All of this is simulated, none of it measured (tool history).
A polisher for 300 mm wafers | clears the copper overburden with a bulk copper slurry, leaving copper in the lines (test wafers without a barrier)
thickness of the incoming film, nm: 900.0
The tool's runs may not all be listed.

run  hour  flow of slurry (ml/min)  pressure of the wafer on the pad (kPa)  speed of the pad under the wafer (cm/s)  abrasive content of the slurry  overpolish time after the end point (s)  time until the end point was called (s)  dishing of a wide line in a test structure (nm)
  1   0.0                      125                                    21.4                                      132                             1.0                                       27                                   81.671                                           116.38
  2   2.8                      125                                    17.9                                      132                             1.0                                       27                                   93.544                                           106.05
  3   5.6                      125                                    20.0                                      134                             1.0                                       26                                   81.995                                           110.52
  4  13.6                      125                                    20.0                                      158                             1.0                                       26                                   71.001                                           118.06
  5  18.1                      125                                    21.4                                      158                             1.0                                       26                                   66.902                                           121.37
  6  23.2                      125                                    19.3                                      158                             1.0                                       26                                   72.361                                           116.22

Forecast run 7:
  7  25.0                      125                                    20.7                                      158                             1.0                                       26                                        ?                                                ?

time until the end point was called (s): 71.333
dishing of a wide line in a test structure (nm): 125.14
